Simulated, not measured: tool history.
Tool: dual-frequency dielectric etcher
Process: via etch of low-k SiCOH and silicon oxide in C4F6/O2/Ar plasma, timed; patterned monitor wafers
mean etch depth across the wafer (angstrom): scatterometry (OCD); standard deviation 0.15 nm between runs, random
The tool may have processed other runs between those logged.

run,hour,source power (kW),bias power (kW),etch time (s),mean etch depth across the wafer (angstrom)
1,0.0,0.320,0.208,18,425.20
2,1.1,0.320,0.241,18,447.13
3,5.0,0.320,0.241,18,451.52
4,13.4,0.320,0.241,16,399.40
5,17.0,0.310,0.237,16,390.81
6,25.9,0.310,0.237,18,440.14

For run 7, what comes out?
7,28.6,0.300,0.225,18,?

{"run 7": {"mean etch depth across the wafer (angstrom)": 430.69}}
